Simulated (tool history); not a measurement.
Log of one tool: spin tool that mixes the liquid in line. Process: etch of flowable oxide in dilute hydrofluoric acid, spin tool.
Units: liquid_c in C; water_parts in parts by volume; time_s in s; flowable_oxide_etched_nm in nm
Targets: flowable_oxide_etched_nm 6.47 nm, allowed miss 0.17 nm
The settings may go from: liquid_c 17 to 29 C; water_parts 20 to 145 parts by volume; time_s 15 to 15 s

run 1 day=0 | liquid_c=21 water_parts=80 time_s=15 | flowable_oxide_etched_nm=4.0857
run 2 day=0.05 | liquid_c=21 water_parts=80 time_s=15 | flowable_oxide_etched_nm=4.0422
run 3 day=0.304 | liquid_c=22 water_parts=80 time_s=15 | flowable_oxide_etched_nm=4.2133
run 4 day=0.417 | liquid_c=23 water_parts=80 time_s=15 | flowable_oxide_etched_nm=4.4151
run 5 day=0.512 | liquid_c=23 water_parts=70 time_s=15 | flowable_oxide_etched_nm=5.148
run 6 day=0.704 | liquid_c=23.5 water_parts=70 time_s=15 | flowable_oxide_etched_nm=5.1862
run 7 day=0.733 | liquid_c=23.5 water_parts=70 time_s=15 | flowable_oxide_etched_nm=5.291
run 8 day=0.95 | liquid_c=24 water_parts=70 time_s=15 | flowable_oxide_etched_nm=5.2892
run 9 day=1.204 | liquid_c=24.5 water_parts=70 time_s=15 | flowable_oxide_etched_nm=5.4663
run 10 day=1.379 | liquid_c=24.5 water_parts=70 time_s=15 | flowable_oxide_etched_nm=5.5014

4 next moves are on the table. One of them brings every result within its allowed miss. Which?
run A day=1.554 | liquid_c=19 water_parts=45 time_s=15 | flowable_oxide_etched_nm=?
run B day=1.554 | liquid_c=24.5 water_parts=60 time_s=15 | flowable_oxide_etched_nm=?
run C day=1.554 | liquid_c=22 water_parts=70 time_s=15 | flowable_oxide_etched_nm=?
run D day=1.554 | liquid_c=28.5 water_parts=65 time_s=15 | flowable_oxide_etched_nm=?

move=A flowable_oxide_etched_nm=6.9024
move=B flowable_oxide_etched_nm=6.3943
move=C flowable_oxide_etched_nm=4.8851
move=D flowable_oxide_etched_nm=6.8766
A: takes the result that was furthest off past its target
B: meets every target
C: further off than the last run
D: takes the result that was furthest off past its target
The right move is B.
